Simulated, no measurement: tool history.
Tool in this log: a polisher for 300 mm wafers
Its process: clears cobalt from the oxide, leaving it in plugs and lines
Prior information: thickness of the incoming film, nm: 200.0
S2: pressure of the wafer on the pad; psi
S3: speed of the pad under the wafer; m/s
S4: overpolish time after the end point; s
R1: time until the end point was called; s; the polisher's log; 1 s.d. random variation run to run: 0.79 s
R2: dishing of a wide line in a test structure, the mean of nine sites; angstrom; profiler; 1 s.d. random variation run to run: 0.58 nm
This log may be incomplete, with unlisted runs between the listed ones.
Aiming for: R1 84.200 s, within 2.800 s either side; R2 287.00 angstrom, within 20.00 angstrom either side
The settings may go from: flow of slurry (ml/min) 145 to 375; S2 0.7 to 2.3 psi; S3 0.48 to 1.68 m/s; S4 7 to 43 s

run 1 hour=0.0 | flow_of_slurry_(ml/min)=240 S2=1.5 S3=1.08 S4=22 | R1=54.644 R2=447.53
run 2 hour=7.9 | flow_of_slurry_(ml/min)=240 S2=1.4 S3=1.08 S4=21 | R1=56.688 R2=455.12
run 3 hour=8.5 | flow_of_slurry_(ml/min)=185 S2=1.4 S3=1.08 S4=21 | R1=58.236 R2=440.23
run 4 hour=12.0 | flow_of_slurry_(ml/min)=185 S2=1.2 S3=1.08 S4=21 | R1=63.106 R2=427.60
run 5 hour=15.9 | flow_of_slurry_(ml/min)=185 S2=1.1 S3=1.06 S4=19 | R1=68.406 R2=375.67
run 6 hour=24.1 | flow_of_slurry_(ml/min)=185 S2=1.1 S3=1.06 S4=18 | R1=68.216 R2=364.45
run 7 hour=33.1 | flow_of_slurry_(ml/min)=185 S2=0.9 S3=1.04 S4=16 | R1=76.917 R2=317.63
run 8 hour=40.4 | flow_of_slurry_(ml/min)=185 S2=0.8 S3=1.04 S4=15 | R1=80.622 R2=288.58

Pick the move, out of 5, that brings all results within their allowed miss; only one does.
run A hour=47.7 | flow_of_slurry_(ml/min)=155 S2=1.1 S3=0.92 S4=20 | R1=? R2=?
run B hour=47.7 | flow_of_slurry_(ml/min)=210 S2=0.7 S3=1.12 S4=18 | R1=? R2=?
run C hour=47.7 | flow_of_slurry_(ml/min)=200 S2=0.7 S3=0.98 S4=18 | R1=? R2=?
run D hour=47.7 | flow_of_slurry_(ml/min)=160 S2=0.7 S3=1.02 S4=21 | R1=? R2=?
run E hour=47.7 | flow_of_slurry_(ml/min)=195 S2=0.7 S3=1.06 S4=16 | R1=? R2=?

move=A R1=79.577 R2=355.40
move=B R1=78.687 R2=333.38
move=C R1=90.075 R2=303.07
move=D R1=89.240 R2=340.25
move=E R1=83.742 R2=293.05
A: the biggest miss grows against the last run
B: the biggest miss grows against the last run
C: takes the biggest miss from the last run beyond its target
D: takes the biggest miss from the last run beyond its target
E: all results land within tolerance of their targets
Answer: E
